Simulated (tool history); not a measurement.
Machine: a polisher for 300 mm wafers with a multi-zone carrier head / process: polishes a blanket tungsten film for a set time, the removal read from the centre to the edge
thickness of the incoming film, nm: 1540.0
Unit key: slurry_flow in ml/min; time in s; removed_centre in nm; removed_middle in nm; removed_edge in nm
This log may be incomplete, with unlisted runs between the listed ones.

Run 1, day 0.000: slurry_flow 320 ml/min, centre_zone 1.00, middle_zone 1.00, edge_zone 1.00, slurry_solids 1.00, time 67 s. Result: removed_centre 309.09 nm, removed_middle 314.37 nm, removed_edge 303.38 nm.
Run 2, day 0.075: slurry_flow 320 ml/min, centre_zone 1.00, middle_zone 1.00, edge_zone 0.94, slurry_solids 1.00, time 67 s. Result: removed_centre 314.01 nm, removed_middle 309.71 nm, removed_edge 294.07 nm.
Run 3, day 0.238: slurry_flow 385 ml/min, centre_zone 1.00, middle_zone 1.00, edge_zone 0.94, slurry_solids 1.00, time 67 s. Result: removed_centre 316.66 nm, removed_middle 316.12 nm, removed_edge 300.07 nm.
Run 4, day 0.271: slurry_flow 380 ml/min, centre_zone 0.97, middle_zone 0.96, edge_zone 0.93, slurry_solids 0.95, time 67 s. Result: removed_centre 308.96 nm, removed_middle 297.22 nm, removed_edge 295.42 nm.
Run 5, day 0.512: slurry_flow 370 ml/min, centre_zone 0.94, middle_zone 0.94, edge_zone 0.93, slurry_solids 0.90, time 67 s. Result: removed_centre 295.71 nm, removed_middle 290.34 nm, removed_edge 295.15 nm.
Run 6, day 0.554: slurry_flow 360 ml/min, centre_zone 0.93, middle_zone 0.92, edge_zone 0.92, slurry_solids 0.90, time 67 s. Result: removed_centre 294.87 nm, removed_middle 285.22 nm, removed_edge 289.91 nm.

Run 7 comes next. What will it give?
Run 7, day 0.771: slurry_flow 360 ml/min, centre_zone 0.93, middle_zone 0.92, edge_zone 0.92, slurry_solids 0.90, time 67 s. Result: removed_centre ?, removed_middle ?, removed_edge ?.

For run 7 the tool returned removed_centre 294.62 nm, removed_middle 291.28 nm, removed_edge 286.06 nm.
